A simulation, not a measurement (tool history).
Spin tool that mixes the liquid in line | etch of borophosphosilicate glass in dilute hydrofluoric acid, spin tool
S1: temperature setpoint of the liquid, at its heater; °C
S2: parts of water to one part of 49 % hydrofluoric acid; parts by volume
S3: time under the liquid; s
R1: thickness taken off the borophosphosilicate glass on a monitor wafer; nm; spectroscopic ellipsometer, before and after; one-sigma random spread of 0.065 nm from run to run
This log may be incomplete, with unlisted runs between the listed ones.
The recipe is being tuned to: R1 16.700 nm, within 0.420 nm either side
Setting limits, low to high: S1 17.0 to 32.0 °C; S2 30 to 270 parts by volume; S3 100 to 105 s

run    day    S1   S2   S3      R1
  1  0.000  24.0  150  100  31.441
  2  0.092  24.0  150  105  32.745
  3  0.275  22.0  165  105  27.350
  4  0.471  20.5  175  105  24.040
  5  0.779  19.5  185  105  21.537
  6  0.829  19.0  190  105  20.499
  7  1.167  18.5  195  105  19.523
  8  1.483  18.0  200  105  18.517
  9  1.538  17.5  205  105  17.703

Exercise: of the 4 proposed moves below, exactly one satisfies all targets within the stated allowed misses. Which move is it?
  A  1.592  20.5  215  100   ?
  B  1.592  17.0  195  105   ?
  C  1.592  18.0  210  105   ?
  D  1.592  21.5  245  105   ?

move      R1
   A  17.890
   B  18.413
   C  17.544
   D  16.622
A: moves away from the targets compared with the last run
B: moves away from the targets compared with the last run
C: nearer the targets than the last run, but a result is still out of spec
D: every result within its allowed miss
Move D is the one to make.
